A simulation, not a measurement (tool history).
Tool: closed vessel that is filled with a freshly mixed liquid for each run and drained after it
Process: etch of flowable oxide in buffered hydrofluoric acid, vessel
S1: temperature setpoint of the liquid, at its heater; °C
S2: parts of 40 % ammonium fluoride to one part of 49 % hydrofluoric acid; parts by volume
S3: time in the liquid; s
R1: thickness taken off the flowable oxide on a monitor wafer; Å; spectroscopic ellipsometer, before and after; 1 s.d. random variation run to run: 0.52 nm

{"run": 1, "hour": 0.0, "S1": 22.0, "S2": 16.5, "S3": 95, "R1": 990.4}
{"run": 2, "hour": 4.5, "S1": 19.5, "S2": 16.5, "S3": 95, "R1": 859.96}
{"run": 3, "hour": 10.5, "S1": 19.5, "S2": 16.5, "S3": 105, "R1": 953.75}
{"run": 4, "hour": 14.1, "S1": 23.0, "S2": 16.5, "S3": 105, "R1": 1162.2}
{"run": 5, "hour": 14.7, "S1": 23.0, "S2": 16.5, "S3": 105, "R1": 1147.2}
{"run": 6, "hour": 22.0, "S1": 23.5, "S2": 16.5, "S3": 105, "R1": 1181.9}
{"run": 7, "hour": 28.8, "S1": 24.0, "S2": 16.5, "S3": 105, "R1": 1222.9}
{"run": 8, "hour": 37.1, "S1": 25.0, "S2": 16.5, "S3": 105, "R1": 1287.1}

What does the tool deliver on the next run?
{"run": 9, "hour": 44.2, "S1": 25.0, "S2": 16.5, "S3": 105, "R1": "?"}

R1: 1293.70 Å
